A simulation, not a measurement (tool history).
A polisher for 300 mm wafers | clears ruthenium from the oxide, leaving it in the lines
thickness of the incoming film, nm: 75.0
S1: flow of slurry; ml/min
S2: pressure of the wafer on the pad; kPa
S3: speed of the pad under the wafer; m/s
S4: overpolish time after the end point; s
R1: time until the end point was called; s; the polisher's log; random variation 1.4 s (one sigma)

run 1 day=0.000 | S1=260 S2=11.0 S3=1.04 S4=39 | R1=67.732
run 2 day=0.029 | S1=260 S2=11.0 S3=0.88 S4=39 | R1=79.110
run 3 day=0.167 | S1=260 S2=12.4 S3=0.88 S4=39 | R1=70.861
run 4 day=0.500 | S1=260 S2=12.4 S3=0.98 S4=39 | R1=63.813
run 5 day=0.675 | S1=260 S2=12.4 S3=0.86 S4=39 | R1=71.962
run 6 day=0.946 | S1=305 S2=12.4 S3=0.86 S4=39 | R1=70.477
run 7 day=1.108 | S1=305 S2=11.7 S3=0.86 S4=39 | R1=75.711

Run 8 comes next. What will it give?
run 8 day=1.167 | S1=305 S2=11.0 S3=0.86 S4=39 | R1=?

{"run 8": {"R1": 77.7}}
